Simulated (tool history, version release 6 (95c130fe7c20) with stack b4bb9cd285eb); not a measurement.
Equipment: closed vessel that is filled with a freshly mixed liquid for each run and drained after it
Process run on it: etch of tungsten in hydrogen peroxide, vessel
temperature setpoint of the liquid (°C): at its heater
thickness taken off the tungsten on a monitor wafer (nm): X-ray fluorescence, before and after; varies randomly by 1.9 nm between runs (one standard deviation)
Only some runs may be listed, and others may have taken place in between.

| run | day | temperature setpoint of the liquid (°C) | concentration of hydrogen peroxide in the mixed liquid (% by weight) | time in the liquid (s) | thickness taken off the tungsten on a monitor wafer (nm) |
|---|---|---|---|---|---|
| 1 | 0 | 56 | 25 | 100 | 185.14 |
| 2 | 0.279 | 56 | 25 | 110 | 205.52 |
| 3 | 0.392 | 49 | 25 | 110 | 133.95 |
| 4 | 0.612 | 50 | 25 | 110 | 141.27 |
| 5 | 0.7 | 44.5 | 25 | 110 | 100.51 |
| 6 | 1.071 | 46 | 25 | 110 | 110.94 |
| 7 | 1.442 | 47.5 | 25 | 110 | 123.32 |
| 8 | 1.554 | 48.5 | 25 | 110 | 130.39 |
| 9 | 1.596 | 49.5 | 25 | 110 | 137.95 |
| 10 | 1.971 | 49.5 | 25 | 110 | 139.89 |
| 11 | 2.054 | 50.5 | 25 | 110 | 147.84 |

Run 12 has not been measured yet. What should we expect?
| 12 | 2.304 | 51 | 25 | 110 | ? |

thickness taken off the tungsten on a monitor wafer (nm): 149.95

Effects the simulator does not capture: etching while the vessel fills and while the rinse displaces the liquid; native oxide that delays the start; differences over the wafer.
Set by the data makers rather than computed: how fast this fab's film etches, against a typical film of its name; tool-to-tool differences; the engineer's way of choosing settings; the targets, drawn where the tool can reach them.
